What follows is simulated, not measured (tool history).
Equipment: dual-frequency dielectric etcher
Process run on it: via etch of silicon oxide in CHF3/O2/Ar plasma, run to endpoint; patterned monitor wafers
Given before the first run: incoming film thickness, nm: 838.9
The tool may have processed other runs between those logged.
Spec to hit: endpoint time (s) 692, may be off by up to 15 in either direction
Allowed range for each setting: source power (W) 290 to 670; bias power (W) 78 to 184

run  hour  source power (W)  bias power (W)  endpoint time (s)
  1     0               480             131             520.94
  2   5.8               410             131             552.57
  3   7.3               340             131              596.4
  4  11.8               340             141             585.14
  5  12.8               340             128             597.45
  6    15               380             128             574.69
  7  17.1               350             111             629.72
  8  24.8               330             107             645.55
  9  27.3               290              88             734.24
 10  35.6               310              89             711.99
 11  39.2               340              91             675.12

Which of these 4 next moves meets every target?
  A  42.8               340             100                  ?
  B  42.8               360              78                  ?
  C  42.8               400              81                  ?
  D  42.8               390              89                  ?

move  endpoint time (s)
   A             657.24
   B             698.08
   C             660.33
   D             646.76
A: further off than the last run
B: meets every target
C: further off than the last run
D: further off than the last run
Correct choice: B, which meets every target

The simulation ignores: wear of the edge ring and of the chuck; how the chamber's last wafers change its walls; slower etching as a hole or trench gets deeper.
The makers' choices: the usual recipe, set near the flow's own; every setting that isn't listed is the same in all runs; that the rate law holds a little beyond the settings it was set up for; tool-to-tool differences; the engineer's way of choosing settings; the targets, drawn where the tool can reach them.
